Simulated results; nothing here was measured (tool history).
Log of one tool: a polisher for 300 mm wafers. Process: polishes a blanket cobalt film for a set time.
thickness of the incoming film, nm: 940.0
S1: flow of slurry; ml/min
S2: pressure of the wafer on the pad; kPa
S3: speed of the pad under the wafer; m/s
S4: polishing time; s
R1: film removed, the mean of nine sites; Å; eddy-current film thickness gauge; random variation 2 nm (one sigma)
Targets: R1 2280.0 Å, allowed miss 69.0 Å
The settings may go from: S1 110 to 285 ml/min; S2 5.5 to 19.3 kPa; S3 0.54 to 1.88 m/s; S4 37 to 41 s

Run 1, day 0.000: S1 180 ml/min, S2 12.4 kPa, S3 1.20 m/s, S4 41 s. Result: R1 1920.2 Å.
Run 2, day 0.125: S1 180 ml/min, S2 12.4 kPa, S3 1.20 m/s, S4 37 s. Result: R1 1732.3 Å.
Run 3, day 0.371: S1 160 ml/min, S2 12.4 kPa, S3 1.20 m/s, S4 37 s. Result: R1 1700.9 Å.
Run 4, day 0.679: S1 120 ml/min, S2 12.4 kPa, S3 1.20 m/s, S4 37 s. Result: R1 1652.3 Å.
Run 5, day 0.762: S1 120 ml/min, S2 12.4 kPa, S3 0.96 m/s, S4 37 s. Result: R1 1307.3 Å.
Run 6, day 0.825: S1 120 ml/min, S2 12.4 kPa, S3 1.22 m/s, S4 37 s. Result: R1 1681.1 Å.
Run 7, day 0.962: S1 130 ml/min, S2 13.1 kPa, S3 1.22 m/s, S4 37 s. Result: R1 1773.6 Å.
Run 8, day 1.225: S1 145 ml/min, S2 13.8 kPa, S3 1.22 m/s, S4 37 s. Result: R1 1913.3 Å.
Run 9, day 1.508: S1 195 ml/min, S2 15.2 kPa, S3 1.22 m/s, S4 37 s. Result: R1 2174.5 Å.
Run 10, day 1.629: S1 200 ml/min, S2 15.2 kPa, S3 1.22 m/s, S4 37 s. Result: R1 2200.2 Å.

4 next moves are on the table. One of them brings every result within its allowed miss. Which?
Run A, day 1.750: S1 220 ml/min, S2 19.3 kPa, S3 1.00 m/s, S4 37 s. Result: R1 ?.
Run B, day 1.750: S1 210 ml/min, S2 16.5 kPa, S3 1.02 m/s, S4 39 s. Result: R1 ?.
Run C, day 1.750: S1 190 ml/min, S2 15.2 kPa, S3 1.16 m/s, S4 37 s. Result: R1 ?.
Run D, day 1.750: S1 145 ml/min, S2 15.2 kPa, S3 1.18 m/s, S4 37 s. Result: R1 ?.

move      R1
   A  2281.5
   B  2096.2
   C  2042.8
   D  1995.9
A: meets every target
B: further off than the last run
C: further off than the last run
D: further off than the last run
The right move is A.
